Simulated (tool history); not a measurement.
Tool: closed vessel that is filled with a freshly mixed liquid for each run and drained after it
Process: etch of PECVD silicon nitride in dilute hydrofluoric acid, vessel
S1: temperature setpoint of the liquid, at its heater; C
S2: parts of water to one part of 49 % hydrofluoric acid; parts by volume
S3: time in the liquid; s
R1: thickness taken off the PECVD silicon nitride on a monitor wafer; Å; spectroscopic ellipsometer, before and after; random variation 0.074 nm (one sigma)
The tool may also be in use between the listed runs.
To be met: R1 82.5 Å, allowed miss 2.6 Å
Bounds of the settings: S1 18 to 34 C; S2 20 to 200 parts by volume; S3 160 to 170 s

run  hour    S1   S2   S3      R1
  1     0    26  110  160  103.31
  2   1.1  25.5  110  160  101.15
  3   9.6    29  110  160  125.44
  4  17.8    29   75  160  185.03
  5  24.3    27   75  160  164.86
  6  28.2  25.5   80  160  140.67
  7  32.5    24   80  160  124.11
  8    39    23   80  160  118.44
  9  45.3    22   80  160  109.64

Which of these 5 next moves meets every target?
  A  51.6  23.5  60  170   ?
  B  51.6  23.5  65  160   ?
  C  51.6  24.5  65  170   ?
  D  51.6    18  80  160   ?
  E  51.6  23.5  80  170   ?

move      R1
   A  172.82
   B  150.37
   C  170.83
   D   84.25
   E  130.27
A: further off than the last run
B: further off than the last run
C: further off than the last run
D: meets every target
E: further off than the last run
The right move is D.
